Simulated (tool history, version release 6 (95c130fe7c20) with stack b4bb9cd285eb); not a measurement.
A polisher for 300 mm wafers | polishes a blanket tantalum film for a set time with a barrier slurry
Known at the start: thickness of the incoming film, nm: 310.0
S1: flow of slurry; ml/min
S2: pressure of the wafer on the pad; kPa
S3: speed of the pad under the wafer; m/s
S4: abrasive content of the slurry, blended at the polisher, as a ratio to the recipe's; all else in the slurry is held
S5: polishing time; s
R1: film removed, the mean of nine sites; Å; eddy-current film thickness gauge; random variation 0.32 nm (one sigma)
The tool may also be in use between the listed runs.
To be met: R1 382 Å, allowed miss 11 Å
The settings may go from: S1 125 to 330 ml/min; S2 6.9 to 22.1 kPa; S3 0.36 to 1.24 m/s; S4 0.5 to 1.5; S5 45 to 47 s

{"run": 1, "hour": 0.0, "S1": 210, "S2": 14.5, "S3": 0.8, "S4": 1, "S5": 45, "R1": 481.19}
{"run": 2, "hour": 7.7, "S1": 210, "S2": 14.5, "S3": 0.8, "S4": 1.2, "S5": 45, "R1": 502.89}
{"run": 3, "hour": 12.0, "S1": 210, "S2": 13.8, "S3": 0.8, "S4": 1.2, "S5": 45, "R1": 479.16}
{"run": 4, "hour": 16.3, "S1": 210, "S2": 13.8, "S3": 0.8, "S4": 1, "S5": 45, "R1": 453.97}
{"run": 5, "hour": 23.4, "S1": 210, "S2": 13.1, "S3": 0.8, "S4": 1, "S5": 45, "R1": 431.02}
{"run": 6, "hour": 27.2, "S1": 210, "S2": 13.1, "S3": 0.8, "S4": 1, "S5": 47, "R1": 456.13}
{"run": 7, "hour": 31.4, "S1": 210, "S2": 12.4, "S3": 0.8, "S4": 1, "S5": 47, "R1": 426.19}
{"run": 8, "hour": 37.4, "S1": 200, "S2": 11.7, "S3": 0.8, "S4": 1, "S5": 47, "R1": 401.59}
{"hour": 44.4, "done": "head pressure recalibrated"}
{"run": 9, "hour": 44.4, "S1": 200, "S2": 11.7, "S3": 0.8, "S4": 1, "S5": 47, "R1": 451.1}
{"run": 10, "hour": 51.2, "S1": 210, "S2": 11.7, "S3": 0.8, "S4": 1, "S5": 47, "R1": 450.97}
{"run": 11, "hour": 54.1, "S1": 200, "S2": 11.7, "S3": 0.8, "S4": 1, "S5": 47, "R1": 447.71}
{"run": 12, "hour": 55.2, "S1": 215, "S2": 11.7, "S3": 0.8, "S4": 1, "S5": 47, "R1": 451.21}
{"run": 13, "hour": 63.5, "S1": 205, "S2": 11.7, "S3": 0.8, "S4": 1, "S5": 47, "R1": 448.18}
{"run": 14, "hour": 66.7, "S1": 205, "S2": 11, "S3": 0.8, "S4": 1, "S5": 47, "R1": 424.37}
{"run": 15, "hour": 68.0, "S1": 200, "S2": 11, "S3": 0.8, "S4": 1, "S5": 47, "R1": 418.92}
{"run": 16, "hour": 69.4, "S1": 195, "S2": 11, "S3": 0.8, "S4": 1, "S5": 47, "R1": 420.63}

5 next moves are on the table. One of them brings every result within its allowed miss. Which?
{"run": "A", "hour": 70.8, "S1": 220, "S2": 11, "S3": 0.72, "S4": 0.95, "S5": 45, "R1": "?"}
{"run": "B", "hour": 70.8, "S1": 165, "S2": 9, "S3": 1.04, "S4": 0.85, "S5": 47, "R1": "?"}
{"run": "C", "hour": 70.8, "S1": 190, "S2": 10.3, "S3": 0.88, "S4": 1, "S5": 47, "R1": "?"}
{"run": "D", "hour": 70.8, "S1": 220, "S2": 11, "S3": 0.74, "S4": 0.95, "S5": 46, "R1": "?"}
{"run": "E", "hour": 70.8, "S1": 175, "S2": 11, "S3": 0.78, "S4": 1, "S5": 47, "R1": "?"}

move=A R1=366.17
move=B R1=410.55
move=C R1=435.53
move=D R1=384.36
move=E R1=406.66
A: takes the result that was furthest off past its target
B: nearer than the last run, and not there yet
C: further off than the last run
D: meets every target
E: nearer than the last run, and not there yet
Answer: D
